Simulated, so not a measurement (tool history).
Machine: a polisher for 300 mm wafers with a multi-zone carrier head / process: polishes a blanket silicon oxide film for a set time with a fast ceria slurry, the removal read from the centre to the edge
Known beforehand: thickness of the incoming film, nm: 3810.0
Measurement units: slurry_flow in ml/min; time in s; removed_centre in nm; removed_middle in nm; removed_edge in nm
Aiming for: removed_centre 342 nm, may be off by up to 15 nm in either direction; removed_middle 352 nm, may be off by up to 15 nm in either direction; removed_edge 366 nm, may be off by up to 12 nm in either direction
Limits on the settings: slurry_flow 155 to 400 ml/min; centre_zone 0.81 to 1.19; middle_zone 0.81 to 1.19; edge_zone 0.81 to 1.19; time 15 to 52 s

run 1 hour=0 | slurry_flow=255 centre_zone=1 middle_zone=1 edge_zone=1 time=33 | removed_centre=524.6 removed_middle=521.04 removed_edge=511.11
run 2 hour=5.4 | slurry_flow=250 centre_zone=0.98 middle_zone=0.98 edge_zone=0.99 time=32 | removed_centre=504.95 removed_middle=489.84 removed_edge=497.66
run 3 hour=14.3 | slurry_flow=250 centre_zone=0.96 middle_zone=0.98 edge_zone=0.98 time=30 | removed_centre=461.11 removed_middle=454.31 removed_edge=461.28
run 4 hour=22.1 | slurry_flow=250 centre_zone=0.94 middle_zone=0.98 edge_zone=0.96 time=29 | removed_centre=442.49 removed_middle=438.24 removed_edge=432.24
run 5 hour=23.3 | slurry_flow=250 centre_zone=0.94 middle_zone=0.98 edge_zone=0.96 time=32 | removed_centre=487.11 removed_middle=480.15 removed_edge=491.7
run 6 hour=28 | slurry_flow=245 centre_zone=0.92 middle_zone=0.98 edge_zone=0.96 time=31 | removed_centre=465.41 removed_middle=476.85 removed_edge=477.17
run 7 hour=30.6 | slurry_flow=245 centre_zone=0.91 middle_zone=0.97 edge_zone=0.95 time=30 | removed_centre=444.76 removed_middle=458.37 removed_edge=459.64
run 8 hour=33.8 | slurry_flow=245 centre_zone=0.9 middle_zone=0.96 edge_zone=0.94 time=29 | removed_centre=420.46 removed_middle=433.03 removed_edge=434.36
run 9 hour=34.4 | slurry_flow=245 centre_zone=0.89 middle_zone=0.95 edge_zone=0.93 time=28 | removed_centre=412.77 removed_middle=407.55 removed_edge=420.63
run 10 hour=36.4 | slurry_flow=240 centre_zone=0.88 middle_zone=0.95 edge_zone=0.93 time=27 | removed_centre=392.78 removed_middle=412.52 removed_edge=406.47
run 11 hour=43 | slurry_flow=240 centre_zone=0.87 middle_zone=0.94 edge_zone=0.92 time=27 | removed_centre=392.83 removed_middle=394.8 removed_edge=401.19
run 12 hour=45 | slurry_flow=210 centre_zone=0.81 middle_zone=0.93 edge_zone=0.9 time=24 | removed_centre=315.07 removed_middle=341.49 removed_edge=351.37
run 13 hour=46.6 | slurry_flow=215 centre_zone=0.81 middle_zone=0.93 edge_zone=0.9 time=24 | removed_centre=327.42 removed_middle=343 removed_edge=347.57
run 14 hour=51 | slurry_flow=215 centre_zone=0.81 middle_zone=0.93 edge_zone=0.9 time=24 | removed_centre=322.45 removed_middle=341.74 removed_edge=350.07
run 15 hour=52 | slurry_flow=220 centre_zone=0.81 middle_zone=0.93 edge_zone=0.9 time=24 | removed_centre=325.94 removed_middle=349.24 removed_edge=351.85
run 16 hour=59.5 | slurry_flow=225 centre_zone=0.81 middle_zone=0.93 edge_zone=0.91 time=24 | removed_centre=324.41 removed_middle=344.49 removed_edge=350.9

Consider the 4 candidate settings below. Which is the only one whose results all fall within their allowed miss of target?
run A hour=67 | slurry_flow=315 centre_zone=0.89 middle_zone=0.94 edge_zone=0.81 time=23 | removed_centre=? removed_middle=? removed_edge=?
run B hour=67 | slurry_flow=155 centre_zone=0.81 middle_zone=0.81 edge_zone=0.96 time=26 | removed_centre=? removed_middle=? removed_edge=?
run C hour=67 | slurry_flow=205 centre_zone=0.83 middle_zone=0.9 edge_zone=0.9 time=25 | removed_centre=? removed_middle=? removed_edge=?
run D hour=67 | slurry_flow=240 centre_zone=0.84 middle_zone=0.94 edge_zone=0.91 time=23 | removed_centre=? removed_middle=? removed_edge=?

move=A removed_centre=349.94 removed_middle=357.58 removed_edge=329.74
move=B removed_centre=338.63 removed_middle=330.23 removed_edge=380.11
move=C removed_centre=345.06 removed_middle=358.98 removed_edge=363.8
move=D removed_centre=326.52 removed_middle=348.48 removed_edge=340.66
A: the biggest miss grows against the last run
B: the result that was furthest off in the last run now lies on the other side of its target
C: meets every target
D: the biggest miss grows against the last run
Correct choice: C, which meets every target
